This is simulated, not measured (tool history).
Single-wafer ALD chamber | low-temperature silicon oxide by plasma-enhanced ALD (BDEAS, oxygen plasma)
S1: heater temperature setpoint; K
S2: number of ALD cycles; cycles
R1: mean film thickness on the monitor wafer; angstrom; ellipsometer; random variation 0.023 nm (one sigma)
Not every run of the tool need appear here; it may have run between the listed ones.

run 1 hour=0.0 | S1=388.15 S2=53 | R1=70.973
run 2 hour=3.8 | S1=388.15 S2=60 | R1=80.484
run 3 hour=10.0 | S1=386.15 S2=61 | R1=81.816
run 4 hour=18.2 | S1=385.15 S2=62 | R1=83.429
run 5 hour=24.3 | S1=385.15 S2=59 | R1=79.273
run 6 hour=31.8 | S1=384.15 S2=60 | R1=80.966

Run 7 has not been measured yet. What should we expect?
run 7 hour=33.5 | S1=382.15 S2=61 | R1=?

R1: 82.475 angstrom
